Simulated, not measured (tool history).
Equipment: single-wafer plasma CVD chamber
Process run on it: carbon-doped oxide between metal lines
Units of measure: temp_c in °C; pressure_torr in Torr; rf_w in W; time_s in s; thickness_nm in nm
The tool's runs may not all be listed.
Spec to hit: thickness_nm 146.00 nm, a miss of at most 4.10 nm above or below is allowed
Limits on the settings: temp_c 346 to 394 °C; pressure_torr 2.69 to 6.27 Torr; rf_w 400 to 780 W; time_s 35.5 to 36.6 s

Run 1, hour 0.0: temp_c 370 °C, pressure_torr 4.48 Torr, rf_w 590 W, time_s 35.5 s. Result: thickness_nm 184.30 nm.
Run 2, hour 3.0: temp_c 372 °C, pressure_torr 4.30 Torr, rf_w 540 W, time_s 35.5 s. Result: thickness_nm 166.08 nm.
Run 3, hour 6.8: temp_c 372 °C, pressure_torr 4.30 Torr, rf_w 610 W, time_s 35.5 s. Result: thickness_nm 187.02 nm.
Run 4, hour 9.5: temp_c 374 °C, pressure_torr 4.07 Torr, rf_w 580 W, time_s 35.5 s. Result: thickness_nm 177.80 nm.
Run 5, hour 10.7: temp_c 375 °C, pressure_torr 4.04 Torr, rf_w 550 W, time_s 35.5 s. Result: thickness_nm 169.13 nm.
Run 6, hour 14.9: temp_c 375 °C, pressure_torr 4.01 Torr, rf_w 525 W, time_s 35.5 s. Result: thickness_nm 159.07 nm.
Run 7, hour 23.2: temp_c 375 °C, pressure_torr 3.90 Torr, rf_w 515 W, time_s 35.5 s. Result: thickness_nm 156.77 nm.
Run 8, hour 29.3: temp_c 375 °C, pressure_torr 3.81 Torr, rf_w 505 W, time_s 35.5 s. Result: thickness_nm 151.39 nm.

Exercise: of the 4 proposed moves below, exactly one satisfies all targets within the stated allowed misses. Which move is it?
Run A, hour 35.4: temp_c 368 °C, pressure_torr 3.92 Torr, rf_w 500 W, time_s 36.6 s. Result: thickness_nm ?.
Run B, hour 35.4: temp_c 368 °C, pressure_torr 5.95 Torr, rf_w 470 W, time_s 36.4 s. Result: thickness_nm ?.
Run C, hour 35.4: temp_c 377 °C, pressure_torr 3.62 Torr, rf_w 495 W, time_s 35.5 s. Result: thickness_nm ?.
Run D, hour 35.4: temp_c 373 °C, pressure_torr 3.51 Torr, rf_w 525 W, time_s 35.7 s. Result: thickness_nm ?.

move  thickness_nm
   A        156.42
   B        152.21
   C        145.93
   D        158.19
A: the biggest miss grows against the last run
B: the biggest miss grows against the last run
C: all results in spec
D: the biggest miss grows against the last run
Correct choice: C, which meets every target
